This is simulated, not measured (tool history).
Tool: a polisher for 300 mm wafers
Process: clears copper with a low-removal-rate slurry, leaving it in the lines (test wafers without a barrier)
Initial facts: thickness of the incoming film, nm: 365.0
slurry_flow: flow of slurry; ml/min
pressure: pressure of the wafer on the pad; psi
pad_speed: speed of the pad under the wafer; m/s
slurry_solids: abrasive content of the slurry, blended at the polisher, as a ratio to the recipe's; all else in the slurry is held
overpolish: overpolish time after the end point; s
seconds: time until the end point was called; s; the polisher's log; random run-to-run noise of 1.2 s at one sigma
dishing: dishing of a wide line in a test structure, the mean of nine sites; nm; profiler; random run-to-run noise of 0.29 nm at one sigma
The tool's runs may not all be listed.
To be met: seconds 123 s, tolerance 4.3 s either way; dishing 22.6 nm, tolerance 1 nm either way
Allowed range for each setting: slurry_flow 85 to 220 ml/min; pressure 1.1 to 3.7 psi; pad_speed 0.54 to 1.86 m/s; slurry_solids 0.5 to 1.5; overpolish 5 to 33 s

run  hour  slurry_flow  pressure  pad_speed  slurry_solids  overpolish  seconds  dishing
  1     0          140       2.4       1.18              1          17   112.99   39.789
  2   5.2          150       2.3       1.18              1          15   116.07   34.306
  3   6.2          150       2.7       1.18              1          15   100.53    38.46
  4  10.3          150       2.7       1.18           1.15          15   97.444   40.137
  5  11.5          150       2.7       1.18           1.05          15   98.949   40.488
  6  15.7          150       2.7       1.18           1.25          15   95.975   40.542
  7  21.3          155       2.5       1.18           1.25          13   101.96   33.951
  8  26.7          155       2.4       1.18           1.25          12   105.92   30.916
  9  31.8          155       2.4       1.18           1.25          12   107.51    30.56
 10  37.8          145         2       1.18           1.25           7   129.73   15.954
 11  44.2          160         2       1.18           1.25           8   126.27   18.063
 12  51.8          165         2       1.18           1.25           9   125.84    20.55
 13  53.5          170         2       1.18           1.25           9   125.48    20.14

Pick the move, out of 5, that brings all results within their allowed miss; only one does.
  A  55.2          180       2.2       1.06            1.4          10        ?        ?
  B  55.2          155       2.2       1.26            1.2          10        ?        ?
  C  55.2          175         2       1.32           1.35          10        ?        ?
  D  55.2          200       1.6       1.38           1.15           8        ?        ?
  E  55.2          175         2        1.1            1.2          10        ?        ?

move  seconds  dishing
   A   125.93   23.006
   B   111.77   25.557
   C   112.78    25.25
   D   135.86   17.384
   E   137.71   21.167
A: all results in spec
B: the result that was furthest off in the last run now lies on the other side of its target
C: the result that was furthest off in the last run now lies on the other side of its target
D: moves away from the targets compared with the last run
E: moves away from the targets compared with the last run
A is the move that brings every result within its allowed miss.
